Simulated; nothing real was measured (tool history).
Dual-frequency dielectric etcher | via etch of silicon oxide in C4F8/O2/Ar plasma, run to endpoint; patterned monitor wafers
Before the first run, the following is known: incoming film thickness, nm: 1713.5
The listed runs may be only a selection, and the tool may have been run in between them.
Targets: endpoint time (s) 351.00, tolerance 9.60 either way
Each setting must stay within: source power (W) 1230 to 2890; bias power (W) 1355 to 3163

| run | day | source power (W) | bias power (W) | endpoint time (s) |
|---|---|---|---|---|
| 1 | 0.000 | 2060 | 2259 | 298.89 |
| 2 | 0.092 | 2060 | 2609 | 286.74 |
| 3 | 0.233 | 1820 | 2609 | 306.21 |
| 4 | 0.267 | 1820 | 2953 | 299.18 |
| 5 | 0.538 | 1740 | 2926 | 307.74 |
| 6 | 0.788 | 1680 | 2909 | 314.07 |
| 7 | 0.929 | 1630 | 2896 | 322.34 |
| 8 | 1.242 | 1600 | 2889 | 324.23 |
| 9 | 1.512 | 1570 | 2881 | 326.72 |
| 10 | 1.692 | 1540 | 2874 | 332.29 |
| 11 | 1.979 | 1520 | 2869 | 333.76 |
| 12 | 2.312 | 1500 | 2864 | 337.81 |
| 13 | 2.617 | 1490 | 2861 | 341.04 |
| 14 | 2.875 | 1350 | 2806 | 359.82 |

4 next moves are on the table. One of them brings every result within its allowed miss. Which?
| A | 3.133 | 1440 | 2762 | ? |
| B | 3.133 | 1230 | 3113 | ? |
| C | 3.133 | 1310 | 2875 | ? |
| D | 3.133 | 1320 | 2718 | ? |

| move | endpoint time (s) |
|---|---|
| A | 350.73 |
| B | 375.75 |
| C | 368.51 |
| D | 372.56 |
A: every result lands within tolerance
B: the biggest miss grows against the last run
C: the biggest miss grows against the last run
D: the biggest miss grows against the last run
A is the move that brings every result within its allowed miss.

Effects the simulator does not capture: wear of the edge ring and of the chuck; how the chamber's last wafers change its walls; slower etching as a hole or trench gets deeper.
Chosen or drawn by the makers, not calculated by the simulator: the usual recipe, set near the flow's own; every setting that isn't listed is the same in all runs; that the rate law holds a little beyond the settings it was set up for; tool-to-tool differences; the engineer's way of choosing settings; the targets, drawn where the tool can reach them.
